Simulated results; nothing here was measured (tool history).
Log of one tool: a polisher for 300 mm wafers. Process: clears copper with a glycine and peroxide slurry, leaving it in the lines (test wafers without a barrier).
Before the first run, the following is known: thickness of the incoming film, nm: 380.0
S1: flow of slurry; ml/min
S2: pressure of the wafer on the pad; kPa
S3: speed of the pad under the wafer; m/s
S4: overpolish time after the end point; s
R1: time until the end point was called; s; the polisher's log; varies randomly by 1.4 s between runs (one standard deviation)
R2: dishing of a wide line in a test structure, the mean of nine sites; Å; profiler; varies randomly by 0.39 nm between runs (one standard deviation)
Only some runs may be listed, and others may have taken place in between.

run	hour	S1	S2	S3	S4	R1	R2
1	0	245	12.4	0.94	12	123.35	318.03
2	5.3	245	12.4	0.94	11	120.93	291.09
3	9	195	12.4	0.94	11	126.73	281.67
4	14.2	195	12.4	1.12	11	110.86	321.2
5	20.7	250	12.4	1.12	11	107.24	326.06
6	24.1	250	11.7	1.12	10	116	287.88
7	29.2	250	11.7	1.12	10	115.87	281.16

Predict the results of run 8:
8	29.8	250	11.7	1.12	9	?	?

{"run 8": {"R1": 114.2, "R2": 257.38}}
